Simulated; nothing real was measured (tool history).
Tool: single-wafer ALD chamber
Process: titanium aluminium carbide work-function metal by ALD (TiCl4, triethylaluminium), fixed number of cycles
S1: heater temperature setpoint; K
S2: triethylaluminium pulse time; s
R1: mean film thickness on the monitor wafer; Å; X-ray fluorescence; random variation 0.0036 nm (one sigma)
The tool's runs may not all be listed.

{"run": 1, "hour": 0.0, "S1": 553.15, "S2": 8.94, "R1": 19.826}
{"run": 2, "hour": 5.8, "S1": 549.15, "S2": 8.2, "R1": 19.116}
{"run": 3, "hour": 14.5, "S1": 546.15, "S2": 7.79, "R1": 18.65}
{"run": 4, "hour": 19.9, "S1": 550.15, "S2": 7.79, "R1": 18.921}
{"run": 5, "hour": 21.3, "S1": 547.15, "S2": 7.39, "R1": 18.468}
{"run": 6, "hour": 25.9, "S1": 553.15, "S2": 7.39, "R1": 19.013}

Forecast run 7:
{"run": 7, "hour": 30.5, "S1": 550.15, "S2": 6.98, "R1": "?"}

R1: 18.391 Å
